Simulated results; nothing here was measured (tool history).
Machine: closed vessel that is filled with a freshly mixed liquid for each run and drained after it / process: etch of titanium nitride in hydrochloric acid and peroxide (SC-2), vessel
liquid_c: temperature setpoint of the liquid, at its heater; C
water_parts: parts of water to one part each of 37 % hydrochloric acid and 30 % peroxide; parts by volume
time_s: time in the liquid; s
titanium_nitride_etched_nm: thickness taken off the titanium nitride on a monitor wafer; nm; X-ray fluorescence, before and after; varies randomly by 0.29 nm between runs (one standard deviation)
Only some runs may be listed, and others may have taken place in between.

run,hour,liquid_c,water_parts,time_s,titanium_nitride_etched_nm
1,0,60,11.5,1525,65.689
2,7.8,60,11.5,1645,69.435
3,16.3,60,11.5,1645,70.575
4,18.5,57,11.5,1645,57.655
5,27,57,8.5,1645,74.441
6,31.6,54.5,8.5,1645,63.346
7,39.2,54.5,8.5,1645,63.163

Expected results for the next run?
8,40.7,52.5,8.5,1645,?

{"run 8": {"titanium_nitride_etched_nm": 55.139}}
